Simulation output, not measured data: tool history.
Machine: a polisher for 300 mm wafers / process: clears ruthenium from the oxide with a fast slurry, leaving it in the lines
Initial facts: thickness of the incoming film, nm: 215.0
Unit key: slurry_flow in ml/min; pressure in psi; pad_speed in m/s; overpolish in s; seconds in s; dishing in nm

Run 1, hour 0: slurry_flow 305 ml/min, pressure 1.9 psi, pad_speed 0.98 m/s, slurry_solids 1, overpolish 16 s. Result: seconds 72.203 s, dishing 26.084 nm.
Run 2, hour 1.7: slurry_flow 305 ml/min, pressure 1.9 psi, pad_speed 0.98 m/s, slurry_solids 1.1, overpolish 16 s. Result: seconds 69.579 s, dishing 26.656 nm.
Run 3, hour 9.4: slurry_flow 305 ml/min, pressure 1.6 psi, pad_speed 0.98 m/s, slurry_solids 1.1, overpolish 16 s. Result: seconds 81.745 s, dishing 24.957 nm.
Run 4, hour 12.9: slurry_flow 305 ml/min, pressure 1.6 psi, pad_speed 0.98 m/s, slurry_solids 0.95, overpolish 16 s. Result: seconds 88.894 s, dishing 23.714 nm.
Run 5, hour 16.1: slurry_flow 305 ml/min, pressure 1.6 psi, pad_speed 0.98 m/s, slurry_solids 1.1, overpolish 16 s. Result: seconds 82.478 s, dishing 23.999 nm.
Run 6, hour 21.1: slurry_flow 305 ml/min, pressure 1.6 psi, pad_speed 0.98 m/s, slurry_solids 1.25, overpolish 16 s. Result: seconds 78.61 s, dishing 25.452 nm.

Predict the results of run 7:
Run 7, hour 29.9: slurry_flow 305 ml/min, pressure 1.8 psi, pad_speed 0.98 m/s, slurry_solids 1.25, overpolish 17 s. Result: seconds ?, dishing ?.

{"run 7": {"seconds": 68.281, "dishing": 27.696}}
